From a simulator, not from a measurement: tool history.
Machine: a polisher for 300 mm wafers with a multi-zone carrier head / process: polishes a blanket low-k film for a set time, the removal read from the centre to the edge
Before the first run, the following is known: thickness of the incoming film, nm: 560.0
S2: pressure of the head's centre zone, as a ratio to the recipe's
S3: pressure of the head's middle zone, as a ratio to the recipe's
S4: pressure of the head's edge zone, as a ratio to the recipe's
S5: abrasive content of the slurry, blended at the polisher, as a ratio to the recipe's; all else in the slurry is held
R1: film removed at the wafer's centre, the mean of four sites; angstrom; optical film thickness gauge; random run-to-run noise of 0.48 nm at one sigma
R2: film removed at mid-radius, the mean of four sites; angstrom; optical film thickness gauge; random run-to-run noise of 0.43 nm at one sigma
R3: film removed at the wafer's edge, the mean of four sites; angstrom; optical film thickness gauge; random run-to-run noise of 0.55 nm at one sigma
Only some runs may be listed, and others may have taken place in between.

Run 1, hour 0: flow of slurry (ml/min) 240, S2 1, S3 1, S4 1, S5 1, polishing time (s) 72. Result: R1 371.52 angstrom, R2 377.22 angstrom, R3 351.76 angstrom.
Run 2, hour 5.1: flow of slurry (ml/min) 240, S2 1, S3 1, S4 1.02, S5 1.05, polishing time (s) 72. Result: R1 390.35 angstrom, R2 384.06 angstrom, R3 363.28 angstrom.
Run 3, hour 13.3: flow of slurry (ml/min) 240, S2 1, S3 1.05, S4 1.02, S5 1.05, polishing time (s) 72. Result: R1 383.02 angstrom, R2 396.81 angstrom, R3 372.79 angstrom.
Run 4, hour 16.5: flow of slurry (ml/min) 245, S2 1.01, S3 1.07, S4 1.04, S5 1.05, polishing time (s) 72. Result: R1 399.19 angstrom, R2 399.18 angstrom, R3 373.03 angstrom.
Run 5, hour 25.3: flow of slurry (ml/min) 195, S2 1.01, S3 1.07, S4 1.04, S5 1.05, polishing time (s) 72. Result: R1 381.88 angstrom, R2 385.87 angstrom, R3 356.45 angstrom.
Run 6, hour 28.2: flow of slurry (ml/min) 195, S2 1.01, S3 1.07, S4 1.09, S5 1.05, polishing time (s) 72. Result: R1 385.87 angstrom, R2 393.93 angstrom, R3 371.1 angstrom.
Run 7, hour 29.8: flow of slurry (ml/min) 210, S2 1.01, S3 1.07, S4 1.1, S5 1.05, polishing time (s) 72. Result: R1 389.59 angstrom, R2 390.82 angstrom, R3 384.63 angstrom.
Run 8, hour 38.6: flow of slurry (ml/min) 225, S2 1.01, S3 1.09, S4 1.11, S5 1.05, polishing time (s) 72. Result: R1 397.89 angstrom, R2 402.02 angstrom, R3 379.36 angstrom.
Run 9, hour 45.1: flow of slurry (ml/min) 230, S2 1, S3 1.08, S4 1.12, S5 1.1, polishing time (s) 72. Result: R1 404.2 angstrom, R2 408.15 angstrom, R3 388.8 angstrom.
Run 10, hour 53.2: flow of slurry (ml/min) 230, S2 0.99, S3 1.06, S4 1.13, S5 1.15, polishing time (s) 73. Result: R1 415.01 angstrom, R2 421.91 angstrom, R3 410.96 angstrom.
Run 11, hour 57: flow of slurry (ml/min) 240, S2 0.99, S3 1.06, S4 1.14, S5 1.15, polishing time (s) 73. Result: R1 411.12 angstrom, R2 429.36 angstrom, R3 414.46 angstrom.

What will run 12 give?
Run 12, hour 62.3: flow of slurry (ml/min) 245, S2 0.99, S3 1.05, S4 1.15, S5 1.15, polishing time (s) 73. Result: R1 ?, R2 ?, R3 ?.

Run 12 came out at R1 411.1 angstrom, R2 422 angstrom, R3 421.94 angstrom.
